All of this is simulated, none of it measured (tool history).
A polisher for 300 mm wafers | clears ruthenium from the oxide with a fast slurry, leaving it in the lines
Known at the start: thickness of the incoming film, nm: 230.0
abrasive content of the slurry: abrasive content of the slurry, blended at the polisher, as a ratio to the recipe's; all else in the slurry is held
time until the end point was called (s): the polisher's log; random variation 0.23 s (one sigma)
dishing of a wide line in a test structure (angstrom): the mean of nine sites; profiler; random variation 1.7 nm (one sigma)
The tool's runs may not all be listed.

run  hour  flow of slurry (ml/min)  pressure of the wafer on the pad (psi)  speed of the pad under the wafer (cm/s)  abrasive content of the slurry  overpolish time after the end point (s)  time until the end point was called (s)  dishing of a wide line in a test structure (angstrom)
  1     0                      220                                     3.2                                      118                               1                                       13                                   40.331                                                 591.24
  2   2.4                      225                                     3.6                                      118                               1                                       12                                   34.747                                                 570.39
  3  10.9                      225                                     3.6                                      118                               1                                       14                                   34.831                                                 652.95
  4  17.6                      225                                     3.6                                      118                            0.85                                       14                                   39.615                                                 610.94
  5  25.6                      225                                     4.1                                      118                            0.85                                       14                                   34.798                                                 676.31
  6  26.7                      225                                     4.1                                      118                            0.85                                        9                                   34.562                                                 466.17
     33.9  -- head pressure recalibrated
  7  33.9                      230                                     4.4                                      120                            0.85                                       10                                   29.801                                                 574.68
  8  34.9                      245                                     4.5                                      120                            0.85                                       10                                   29.383                                                 601.46

Forecast run 9:
  9  39.9                      255                                     4.6                                      120                            0.85                                       10                                        ?                                                      ?

Run 9 gave time until the end point was called (s) 28.476, dishing of a wide line in a test structure (angstrom) 602.05.
